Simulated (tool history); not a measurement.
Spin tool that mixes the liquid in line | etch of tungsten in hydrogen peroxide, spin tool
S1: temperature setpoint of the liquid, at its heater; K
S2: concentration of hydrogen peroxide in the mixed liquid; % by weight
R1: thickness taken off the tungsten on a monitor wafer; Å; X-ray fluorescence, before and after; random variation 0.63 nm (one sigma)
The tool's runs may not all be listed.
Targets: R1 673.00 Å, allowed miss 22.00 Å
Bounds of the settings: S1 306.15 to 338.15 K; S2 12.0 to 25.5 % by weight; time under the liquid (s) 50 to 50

{"run": 1, "day": 0.0, "S1": 322.15, "S2": 17.5, "time under the liquid (s)": 50, "R1": 1008.3}
{"run": 2, "day": 0.1, "S1": 322.15, "S2": 19.5, "time under the liquid (s)": 50, "R1": 1063.3}
{"run": 3, "day": 0.171, "S1": 322.15, "S2": 19.5, "time under the liquid (s)": 50, "R1": 1068.6}
{"run": 4, "day": 0.408, "S1": 328.15, "S2": 19.5, "time under the liquid (s)": 50, "R1": 1543.0}
{"run": 5, "day": 0.517, "S1": 328.15, "S2": 19.5, "time under the liquid (s)": 50, "R1": 1557.8}
{"run": 6, "day": 0.579, "S1": 328.15, "S2": 16.0, "time under the liquid (s)": 50, "R1": 1403.9}
{"run": 7, "day": 0.633, "S1": 320.15, "S2": 15.5, "time under the liquid (s)": 50, "R1": 843.16}
{"run": 8, "day": 0.733, "S1": 319.15, "S2": 15.5, "time under the liquid (s)": 50, "R1": 792.24}
{"run": 9, "day": 1.071, "S1": 318.15, "S2": 15.5, "time under the liquid (s)": 50, "R1": 748.38}
{"run": 10, "day": 1.275, "S1": 317.65, "S2": 15.5, "time under the liquid (s)": 50, "R1": 719.17}
{"run": 11, "day": 1.417, "S1": 317.15, "S2": 15.5, "time under the liquid (s)": 50, "R1": 694.31}

5 next moves are on the table. One of them brings every result within its allowed miss. Which?
{"run": "A", "day": 1.558, "S1": 316.65, "S2": 15.5, "time under the liquid (s)": 50, "R1": "?"}
{"run": "B", "day": 1.558, "S1": 318.15, "S2": 14.5, "time under the liquid (s)": 50, "R1": "?"}
{"run": "C", "day": 1.558, "S1": 318.65, "S2": 13.5, "time under the liquid (s)": 50, "R1": "?"}
{"run": "D", "day": 1.558, "S1": 315.65, "S2": 21.0, "time under the liquid (s)": 50, "R1": "?"}
{"run": "E", "day": 1.558, "S1": 316.65, "S2": 17.5, "time under the liquid (s)": 50, "R1": "?"}

move=A R1=667.99
move=B R1=710.49
move=C R1=707.48
move=D R1=729.43
move=E R1=709.78
A: meets every target
B: further off than the last run
C: further off than the last run
D: further off than the last run
E: further off than the last run
Move A is the one to make.
